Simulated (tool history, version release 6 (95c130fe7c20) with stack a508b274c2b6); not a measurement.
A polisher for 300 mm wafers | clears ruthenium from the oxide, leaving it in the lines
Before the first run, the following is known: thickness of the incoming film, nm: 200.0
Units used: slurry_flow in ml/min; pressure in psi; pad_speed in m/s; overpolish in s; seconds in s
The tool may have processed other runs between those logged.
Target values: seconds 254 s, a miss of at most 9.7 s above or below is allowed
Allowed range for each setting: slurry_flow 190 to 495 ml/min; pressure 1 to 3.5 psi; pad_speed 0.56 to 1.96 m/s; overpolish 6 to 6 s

run 1 hour=0 | slurry_flow=320 pressure=2.2 pad_speed=1.26 overpolish=6 | seconds=137.51
run 2 hour=2.9 | slurry_flow=320 pressure=2 pad_speed=1.24 overpolish=6 | seconds=153.63
run 3 hour=11.2 | slurry_flow=320 pressure=1.8 pad_speed=1.24 overpolish=6 | seconds=169.94
run 4 hour=14.1 | slurry_flow=320 pressure=2.2 pad_speed=1.24 overpolish=6 | seconds=142.2
run 5 hour=21.7 | slurry_flow=320 pressure=2 pad_speed=1.22 overpolish=6 | seconds=153.33
run 6 hour=26.2 | slurry_flow=320 pressure=2 pad_speed=1.22 overpolish=6 | seconds=156.66
run 7 hour=27.5 | slurry_flow=320 pressure=1.8 pad_speed=1.22 overpolish=6 | seconds=174.14
run 8 hour=36 | slurry_flow=320 pressure=1.7 pad_speed=1.22 overpolish=6 | seconds=179.33
run 9 hour=37.9 | slurry_flow=320 pressure=1.6 pad_speed=1.22 overpolish=6 | seconds=198.05
run 10 hour=41.2 | slurry_flow=320 pressure=1.5 pad_speed=1.22 overpolish=6 | seconds=202.53
run 11 hour=46 | slurry_flow=320 pressure=1 pad_speed=1.18 overpolish=6 | seconds=309.38
run 12 hour=49.5 | slurry_flow=320 pressure=1 pad_speed=1.18 overpolish=6 | seconds=318.45
run 13 hour=54.5 | slurry_flow=320 pressure=1.1 pad_speed=1.18 overpolish=6 | seconds=284.49

Which single option among these 5 for the next run brings every result within its allowed miss of target? Just one does.
run A hour=59.5 | slurry_flow=320 pressure=1.1 pad_speed=1.14 overpolish=6 | seconds=?
run B hour=59.5 | slurry_flow=285 pressure=1.3 pad_speed=0.98 overpolish=6 | seconds=?
run C hour=59.5 | slurry_flow=300 pressure=1 pad_speed=1.1 overpolish=6 | seconds=?
run D hour=59.5 | slurry_flow=345 pressure=1 pad_speed=1.14 overpolish=6 | seconds=?
run E hour=59.5 | slurry_flow=340 pressure=1.3 pad_speed=1.14 overpolish=6 | seconds=?

move=A seconds=303
move=B seconds=302.79
move=C seconds=345.15
move=D seconds=329.16
move=E seconds=257.3
A: its largest miss is bigger than the last run's
B: its largest miss is bigger than the last run's
C: its largest miss is bigger than the last run's
D: its largest miss is bigger than the last run's
E: meets every target
The right move is E.

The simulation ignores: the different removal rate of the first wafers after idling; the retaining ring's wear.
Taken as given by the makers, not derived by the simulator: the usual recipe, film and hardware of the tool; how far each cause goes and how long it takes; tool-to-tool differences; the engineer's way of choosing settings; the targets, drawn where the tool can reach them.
